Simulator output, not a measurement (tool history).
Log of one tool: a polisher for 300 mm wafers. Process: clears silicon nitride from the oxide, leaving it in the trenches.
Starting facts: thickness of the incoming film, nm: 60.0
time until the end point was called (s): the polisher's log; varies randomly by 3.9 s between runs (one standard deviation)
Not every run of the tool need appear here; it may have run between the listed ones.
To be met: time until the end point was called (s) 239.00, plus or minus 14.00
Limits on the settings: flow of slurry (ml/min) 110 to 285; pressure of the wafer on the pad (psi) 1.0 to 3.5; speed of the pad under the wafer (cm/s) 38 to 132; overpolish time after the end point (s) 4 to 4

run	hour	flow of slurry (ml/min)	pressure of the wafer on the pad (psi)	speed of the pad under the wafer (cm/s)	overpolish time after the end point (s)	time until the end point was called (s)
1	0.0	180	2.2	84	4	107.91
2	3.6	145	2.2	84	4	107.67
3	8.4	145	2.2	84	4	109.83
4	10.4	145	2.2	84	4	112.85
5	19.0	145	2.1	82	4	117.75
6	26.4	145	2.1	82	4	114.19
7	34.2	145	2.0	78	4	130.23
8	41.2	140	1.4	70	4	202.07

Pick the move, out of 4, that brings all results within their allowed miss; only one does.
A	48.2	170	1.8	50	4	?
B	48.2	150	1.7	48	4	?
C	48.2	155	1.7	64	4	?
D	48.2	120	1.8	70	4	?

move	time until the end point was called (s)
A	217.12
B	241.17
C	182.69
D	162.34
A: gains on the last run, yet a result remains outside its allowed miss
B: all results land within tolerance of their targets
C: the biggest miss grows against the last run
D: the biggest miss grows against the last run
Answer: B

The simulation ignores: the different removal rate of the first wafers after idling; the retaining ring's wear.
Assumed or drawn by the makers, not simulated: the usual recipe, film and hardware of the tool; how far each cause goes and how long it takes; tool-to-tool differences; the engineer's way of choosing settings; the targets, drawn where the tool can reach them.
